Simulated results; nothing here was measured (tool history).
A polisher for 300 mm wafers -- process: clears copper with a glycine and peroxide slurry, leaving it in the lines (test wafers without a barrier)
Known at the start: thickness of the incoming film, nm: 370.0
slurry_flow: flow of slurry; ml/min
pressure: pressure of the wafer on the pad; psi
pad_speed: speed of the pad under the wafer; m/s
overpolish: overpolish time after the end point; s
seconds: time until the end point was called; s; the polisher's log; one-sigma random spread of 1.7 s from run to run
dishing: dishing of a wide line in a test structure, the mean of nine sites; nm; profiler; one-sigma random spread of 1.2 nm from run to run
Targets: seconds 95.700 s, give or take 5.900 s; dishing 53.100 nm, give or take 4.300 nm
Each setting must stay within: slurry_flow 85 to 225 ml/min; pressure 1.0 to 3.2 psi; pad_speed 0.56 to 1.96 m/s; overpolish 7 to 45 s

run 1 day=0.000 | slurry_flow=145 pressure=2.1 pad_speed=1.26 overpolish=23 | seconds=80.319 dishing=72.263
run 2 day=0.217 | slurry_flow=145 pressure=2.1 pad_speed=1.52 overpolish=23 | seconds=67.052 dishing=80.620
run 3 day=0.567 | slurry_flow=145 pressure=2.1 pad_speed=1.52 overpolish=33 | seconds=68.256 dishing=103.170
run 4 day=0.646 | slurry_flow=145 pressure=2.0 pad_speed=1.52 overpolish=31 | seconds=70.706 dishing=92.658
run 5 day=0.988 | slurry_flow=145 pressure=2.0 pad_speed=1.36 overpolish=31 | seconds=74.552 dishing=93.895
run 6 day=1.050 | slurry_flow=145 pressure=1.9 pad_speed=1.36 overpolish=29 | seconds=80.373 dishing=80.349
run 7 day=1.400 | slurry_flow=145 pressure=1.8 pad_speed=1.36 overpolish=28 | seconds=84.641 dishing=80.248
run 8 day=1.446 | slurry_flow=145 pressure=1.8 pad_speed=1.36 overpolish=26 | seconds=86.228 dishing=75.199
run 9 day=1.783 | slurry_flow=145 pressure=1.8 pad_speed=1.36 overpolish=25 | seconds=81.100 dishing=70.171
run 10 day=1.829 | slurry_flow=145 pressure=1.7 pad_speed=1.36 overpolish=25 | seconds=86.768 dishing=69.994
run 11 day=2.050 | slurry_flow=145 pressure=1.5 pad_speed=1.32 overpolish=17 | seconds=100.620 dishing=45.518

5 next moves are on the table. One of them brings every result within its allowed miss. Which?
run A day=2.271 | slurry_flow=150 pressure=1.5 pad_speed=1.34 overpolish=25 | seconds=? dishing=?
run B day=2.271 | slurry_flow=140 pressure=1.2 pad_speed=1.96 overpolish=15 | seconds=? dishing=?
run C day=2.271 | slurry_flow=85 pressure=1.4 pad_speed=1.42 overpolish=23 | seconds=? dishing=?
run D day=2.271 | slurry_flow=140 pressure=1.5 pad_speed=1.40 overpolish=19 | seconds=? dishing=?
run E day=2.271 | slurry_flow=140 pressure=1.2 pad_speed=1.42 overpolish=19 | seconds=? dishing=?

move=A seconds=97.112 dishing=65.973
move=B seconds=87.012 dishing=46.822
move=C seconds=113.980 dishing=54.294
move=D seconds=95.155 dishing=54.149
move=E seconds=111.560 dishing=46.898
A: moves the result that the last run missed by most past its target, out the other side
B: better than the last run, though not everything is in spec
C: puts the biggest miss on target and leaves a different result outside tolerance
D: every result within its allowed miss
E: moves away from the targets compared with the last run
Go with D: it meets all targets.
